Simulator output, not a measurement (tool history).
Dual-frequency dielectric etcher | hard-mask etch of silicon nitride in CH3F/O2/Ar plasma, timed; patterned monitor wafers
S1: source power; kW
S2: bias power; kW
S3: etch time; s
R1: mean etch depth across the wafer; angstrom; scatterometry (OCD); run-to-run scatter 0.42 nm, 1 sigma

Run 1, hour 0.0: S1 0.540 kW, S2 0.101 kW, S3 98.0 s. Result: R1 941.33 angstrom.
Run 2, hour 2.7: S1 0.540 kW, S2 0.101 kW, S3 98.0 s. Result: R1 940.87 angstrom.
Run 3, hour 8.0: S1 0.540 kW, S2 0.101 kW, S3 90.0 s. Result: R1 864.40 angstrom.
Run 4, hour 8.5: S1 0.590 kW, S2 0.102 kW, S3 90.0 s. Result: R1 895.79 angstrom.
Run 5, hour 15.8: S1 0.590 kW, S2 0.087 kW, S3 90.0 s. Result: R1 863.05 angstrom.
Run 6, hour 21.5: S1 0.620 kW, S2 0.093 kW, S3 90.5 s. Result: R1 896.75 angstrom.

Forecast run 7:
Run 7, hour 23.5: S1 0.620 kW, S2 0.093 kW, S3 90.5 s. Result: R1 ?.

R1: 901.77 angstrom
